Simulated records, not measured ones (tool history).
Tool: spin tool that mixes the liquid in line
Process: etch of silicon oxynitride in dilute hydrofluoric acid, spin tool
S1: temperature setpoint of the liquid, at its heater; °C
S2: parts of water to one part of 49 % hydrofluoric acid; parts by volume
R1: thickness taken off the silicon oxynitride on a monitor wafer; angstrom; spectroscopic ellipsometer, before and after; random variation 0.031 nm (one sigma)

run 1 hour=0 | S1=25 S2=50 time_under_the_liquid_(s)=75 | R1=21.705
run 2 hour=5.1 | S1=23 S2=50 time_under_the_liquid_(s)=75 | R1=20.027
run 3 hour=13.5 | S1=24 S2=50 time_under_the_liquid_(s)=75 | R1=21.353
run 4 hour=21 | S1=24 S2=50 time_under_the_liquid_(s)=75 | R1=21.117
run 5 hour=27.3 | S1=26.5 S2=50 time_under_the_liquid_(s)=75 | R1=23.76
run 6 hour=28.8 | S1=26.5 S2=65 time_under_the_liquid_(s)=75 | R1=17.97
run 7 hour=36.3 | S1=27.5 S2=60 time_under_the_liquid_(s)=75 | R1=20.609
run 8 hour=36.9 | S1=28 S2=60 time_under_the_liquid_(s)=75 | R1=20.803

The next listed run, before its measurement:
run 9 hour=45.4 | S1=28.5 S2=55 time_under_the_liquid_(s)=75 | R1=?

Run 9 gave R1 23.57 angstrom.
